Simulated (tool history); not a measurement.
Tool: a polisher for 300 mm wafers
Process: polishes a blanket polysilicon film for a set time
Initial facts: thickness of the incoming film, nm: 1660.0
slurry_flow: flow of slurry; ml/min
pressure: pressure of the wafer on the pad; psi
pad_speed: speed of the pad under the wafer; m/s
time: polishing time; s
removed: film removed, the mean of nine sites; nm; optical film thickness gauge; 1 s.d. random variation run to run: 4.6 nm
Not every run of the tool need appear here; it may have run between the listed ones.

run	hour	slurry_flow	pressure	pad_speed	time	removed
1	0.0	170	3.3	0.86	71	561.14
2	4.9	170	3.7	0.86	71	619.34
3	13.0	170	3.7	0.86	71	631.89
4	14.7	170	3.7	0.68	71	540.56
5	23.2	170	3.7	0.52	71	457.38
6	25.5	140	3.7	0.52	71	429.41
7	27.9	145	3.7	0.52	71	443.81

What will run 8 give?
8	30.7	150	3.7	0.52	71	?

For run 8 the tool returned removed 434.32 nm.

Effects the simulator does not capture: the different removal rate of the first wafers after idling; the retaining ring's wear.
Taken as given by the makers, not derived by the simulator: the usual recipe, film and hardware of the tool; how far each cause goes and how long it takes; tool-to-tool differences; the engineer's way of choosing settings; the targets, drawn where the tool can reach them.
